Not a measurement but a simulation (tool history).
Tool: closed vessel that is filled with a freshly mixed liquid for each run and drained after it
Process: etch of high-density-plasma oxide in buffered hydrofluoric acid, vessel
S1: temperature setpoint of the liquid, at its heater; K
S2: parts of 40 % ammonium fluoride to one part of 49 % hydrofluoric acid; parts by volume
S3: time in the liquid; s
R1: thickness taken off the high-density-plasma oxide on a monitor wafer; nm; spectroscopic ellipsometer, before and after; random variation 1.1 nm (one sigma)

run 1 hour=0 | S1=296.15 S2=19 S3=85 | R1=62.423
run 2 hour=8.5 | S1=296.15 S2=19 S3=85 | R1=63.686
run 3 hour=16.6 | S1=296.15 S2=14.5 S3=85 | R1=81.931
run 4 hour=24.7 | S1=297.15 S2=14.5 S3=85 | R1=86.123
run 5 hour=30.2 | S1=297.15 S2=14.5 S3=85 | R1=85.258
run 6 hour=32.6 | S1=297.15 S2=14.5 S3=85 | R1=86.105
run 7 hour=39.8 | S1=298.15 S2=14.5 S3=85 | R1=91.884
run 8 hour=47 | S1=298.65 S2=14.5 S3=85 | R1=94.115
run 9 hour=51.7 | S1=299.15 S2=14.5 S3=85 | R1=95.538
run 10 hour=54 | S1=299.65 S2=14.5 S3=85 | R1=98.532
run 11 hour=54.7 | S1=300.15 S2=14.5 S3=85 | R1=101.35
run 12 hour=58.8 | S1=300.65 S2=14.5 S3=85 | R1=104.11
run 13 hour=64.5 | S1=300.65 S2=14.5 S3=85 | R1=105.83
run 14 hour=66.6 | S1=301.15 S2=14.5 S3=85 | R1=106.89
run 15 hour=72.4 | S1=301.65 S2=14.5 S3=85 | R1=110.49
run 16 hour=75.3 | S1=302.15 S2=14.5 S3=85 | R1=114.39

Forecast run 17:
run 17 hour=78.2 | S1=303.15 S2=14.5 S3=85 | R1=?

R1: 116.43 nm
